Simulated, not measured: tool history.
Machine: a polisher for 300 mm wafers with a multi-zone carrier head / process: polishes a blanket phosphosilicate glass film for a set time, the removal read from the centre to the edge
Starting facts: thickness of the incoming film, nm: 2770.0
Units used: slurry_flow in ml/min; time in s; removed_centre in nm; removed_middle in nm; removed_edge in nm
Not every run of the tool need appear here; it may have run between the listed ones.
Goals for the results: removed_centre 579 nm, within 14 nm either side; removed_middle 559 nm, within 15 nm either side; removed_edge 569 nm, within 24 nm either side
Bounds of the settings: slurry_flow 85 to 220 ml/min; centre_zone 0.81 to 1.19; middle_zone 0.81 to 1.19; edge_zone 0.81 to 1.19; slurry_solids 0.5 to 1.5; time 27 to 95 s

| run | hour | slurry_flow | centre_zone | middle_zone | edge_zone | slurry_solids | time | removed_centre | removed_middle | removed_edge |
|---|---|---|---|---|---|---|---|---|---|---|
| 1 | 0 | 140 | 1 | 1 | 1 | 1 | 61 | 626.09 | 648.77 | 666.68 |
| 2 | 8 | 130 | 1.01 | 0.98 | 0.95 | 1 | 61 | 633.87 | 633.75 | 628.76 |
| 3 | 9.7 | 120 | 1 | 0.96 | 0.94 | 1 | 61 | 619.43 | 619.59 | 615.37 |
| 4 | 10.9 | 110 | 0.99 | 0.94 | 0.93 | 1 | 61 | 601.93 | 599.33 | 613.91 |
| 5 | 14.8 | 110 | 0.99 | 0.94 | 1.01 | 1 | 61 | 598.79 | 605.16 | 643.38 |
| 6 | 20.4 | 105 | 0.99 | 0.93 | 0.98 | 1 | 61 | 597.53 | 590.76 | 628.72 |
| 7 | 20.9 | 100 | 0.99 | 0.92 | 0.95 | 1 | 61 | 577.54 | 579.94 | 629.36 |
| 8 | 22.7 | 100 | 0.99 | 0.92 | 0.95 | 1 | 61 | 581.39 | 589.7 | 606.05 |
| 9 | 25.4 | 95 | 1 | 0.9 | 0.94 | 1 | 61 | 580.93 | 574.98 | 606.15 |
| 10 | 27.2 | 95 | 1.01 | 0.89 | 0.92 | 1 | 61 | 589.75 | 573.49 | 596.88 |
| 11 | 34.6 | 85 | 1.01 | 0.88 | 0.87 | 0.95 | 61 | 555.09 | 533.96 | 559.46 |
| 12 | 40.2 | 110 | 1.02 | 0.9 | 0.86 | 0.95 | 61 | 593.89 | 566.94 | 571.9 |

Which of these 5 next moves meets every target?
| A | 45.8 | 115 | 1.02 | 0.91 | 0.91 | 0.95 | 58 | ? | ? | ? |
| B | 45.8 | 110 | 1.03 | 0.86 | 0.84 | 0.95 | 63 | ? | ? | ? |
| C | 45.8 | 105 | 1.02 | 0.81 | 0.96 | 1 | 62 | ? | ? | ? |
| D | 45.8 | 105 | 1.03 | 0.82 | 1 | 1 | 61 | ? | ? | ? |
| E | 45.8 | 115 | 1.01 | 0.81 | 0.87 | 1 | 57 | ? | ? | ? |

| move | removed_centre | removed_middle | removed_edge |
|---|---|---|---|
| A | 568.16 | 556.45 | 560.36 |
| B | 616.43 | 582.87 | 583.41 |
| C | 612.35 | 569.66 | 625.49 |
| D | 608.45 | 563.55 | 627.49 |
| E | 570.04 | 534.2 | 556.97 |
A: in spec on every target
B: misses by more than the last run did
C: misses by more than the last run did
D: misses by more than the last run did
E: brings the result that was furthest off to its target, and leaves another outside
Go with A: it meets all targets.

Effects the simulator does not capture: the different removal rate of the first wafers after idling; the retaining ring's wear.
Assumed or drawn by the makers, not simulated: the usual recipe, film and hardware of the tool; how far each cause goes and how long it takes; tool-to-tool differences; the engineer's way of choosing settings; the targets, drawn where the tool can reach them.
